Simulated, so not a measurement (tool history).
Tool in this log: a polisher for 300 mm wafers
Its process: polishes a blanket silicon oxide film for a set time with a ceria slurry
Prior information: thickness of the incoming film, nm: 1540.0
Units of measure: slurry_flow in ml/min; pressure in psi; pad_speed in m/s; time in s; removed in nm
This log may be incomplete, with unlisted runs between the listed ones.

{"run": 1, "day": 0.0, "slurry_flow": 265, "pressure": 2.9, "pad_speed": 1.18, "time": 62, "removed": 261.36}
{"run": 2, "day": 0.133, "slurry_flow": 265, "pressure": 3.2, "pad_speed": 1.18, "time": 62, "removed": 281.34}
{"run": 3, "day": 0.446, "slurry_flow": 265, "pressure": 3.2, "pad_speed": 1.18, "time": 65, "removed": 296.02}
{"run": 4, "day": 0.767, "slurry_flow": 265, "pressure": 3.3, "pad_speed": 1.18, "time": 65, "removed": 305.21}
{"run": 5, "day": 0.929, "slurry_flow": 265, "pressure": 3.3, "pad_speed": 1.18, "time": 65, "removed": 303.33}
{"run": 6, "day": 1.204, "slurry_flow": 265, "pressure": 3.3, "pad_speed": 1.18, "time": 62, "removed": 296.77}
{"run": 7, "day": 1.396, "slurry_flow": 265, "pressure": 3.3, "pad_speed": 1.18, "time": 62, "removed": 294.46}
{"run": 8, "day": 1.688, "slurry_flow": 265, "pressure": 3.4, "pad_speed": 1.18, "time": 62, "removed": 303.58}
{"run": 9, "day": 2.042, "slurry_flow": 265, "pressure": 3.5, "pad_speed": 1.18, "time": 62, "removed": 310.71}

Expected results for the next run?
{"run": 10, "day": 2.346, "slurry_flow": 265, "pressure": 3.6, "pad_speed": 1.18, "time": 62, "removed": "?"}

Run 10 measured removed 316.02 nm.
